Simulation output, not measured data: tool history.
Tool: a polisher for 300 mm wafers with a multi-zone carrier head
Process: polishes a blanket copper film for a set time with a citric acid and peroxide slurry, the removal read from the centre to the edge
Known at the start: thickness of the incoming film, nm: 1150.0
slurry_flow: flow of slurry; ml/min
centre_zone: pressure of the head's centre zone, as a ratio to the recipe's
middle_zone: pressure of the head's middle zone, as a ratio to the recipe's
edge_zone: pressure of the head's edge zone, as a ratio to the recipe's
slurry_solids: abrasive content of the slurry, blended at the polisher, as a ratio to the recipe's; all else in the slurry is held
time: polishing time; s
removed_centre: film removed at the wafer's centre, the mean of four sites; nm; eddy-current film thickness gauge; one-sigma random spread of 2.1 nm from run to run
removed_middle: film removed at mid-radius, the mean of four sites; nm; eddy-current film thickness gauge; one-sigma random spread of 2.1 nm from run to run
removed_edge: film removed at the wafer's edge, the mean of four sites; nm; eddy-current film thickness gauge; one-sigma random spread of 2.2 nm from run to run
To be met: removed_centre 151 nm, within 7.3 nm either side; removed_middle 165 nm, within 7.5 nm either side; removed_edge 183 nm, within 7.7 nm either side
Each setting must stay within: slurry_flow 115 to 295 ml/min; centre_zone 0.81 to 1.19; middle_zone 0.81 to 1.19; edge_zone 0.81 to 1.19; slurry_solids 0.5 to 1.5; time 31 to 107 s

| run | hour | slurry_flow | centre_zone | middle_zone | edge_zone | slurry_solids | time | removed_centre | removed_middle | removed_edge |
|---|---|---|---|---|---|---|---|---|---|---|
| 1 | 0 | 190 | 1 | 1 | 1 | 1 | 69 | 133.35 | 133.94 | 134.3 |
| 2 | 6.6 | 190 | 1 | 0.92 | 1 | 1 | 69 | 134.83 | 123.45 | 133.15 |
| 3 | 7.1 | 190 | 1 | 0.92 | 1 | 0.85 | 69 | 131.11 | 124.14 | 131.99 |
| 4 | 16 | 190 | 1.08 | 0.92 | 1 | 0.85 | 69 | 137.58 | 122.94 | 128.63 |
| 5 | 24.4 | 195 | 1.03 | 0.95 | 1.05 | 0.9 | 72 | 146.87 | 132.09 | 144.55 |
| 6 | 28 | 195 | 1.03 | 0.95 | 1.05 | 0.9 | 62 | 120.76 | 113.39 | 122.53 |
| 7 | 30.4 | 200 | 0.99 | 1 | 1.09 | 0.95 | 66 | 128.76 | 127.93 | 128.93 |
| 8 | 33.5 | 175 | 0.94 | 0.98 | 1.09 | 0.95 | 73 | 129.59 | 135.54 | 142.37 |
| 9 | 41.3 | 170 | 0.91 | 0.98 | 1.1 | 1 | 77 | 133.79 | 143.06 | 153.95 |
| 10 | 47.2 | 175 | 0.9 | 0.98 | 1.11 | 1.1 | 79 | 136.93 | 147.32 | 161.25 |
| 11 | 51 | 180 | 0.9 | 0.99 | 1.12 | 1.15 | 80 | 141.6 | 151.56 | 162.99 |

5 candidate next runs follow, results not yet known. Just one meets every target within its allowed miss. Identify it.
| A | 54.8 | 130 | 0.87 | 0.95 | 1.08 | 1 | 95 | ? | ? | ? |
| B | 54.8 | 190 | 0.94 | 0.91 | 1.15 | 1.25 | 79 | ? | ? | ? |
| C | 54.8 | 245 | 1 | 0.98 | 1.16 | 1.5 | 80 | ? | ? | ? |
| D | 54.8 | 190 | 1.01 | 0.87 | 1.17 | 1.2 | 86 | ? | ? | ? |
| E | 54.8 | 215 | 1 | 1.03 | 1.06 | 1.1 | 81 | ? | ? | ? |

| move | removed_centre | removed_middle | removed_edge |
|---|---|---|---|
| A | 151.06 | 163.69 | 180.19 |
| B | 151.8 | 146.27 | 166.82 |
| C | 175.3 | 166.65 | 179.14 |
| D | 176.42 | 153.16 | 181.6 |
| E | 165.57 | 163.49 | 164.7 |
A: all results in spec
B: about the same distance from the targets as the last run
C: the worst result of the last run now meets its target, but another is out of spec
D: the worst result of the last run now meets its target, but another is out of spec
E: nearer than the last run, and not there yet
Go with A: it meets all targets.
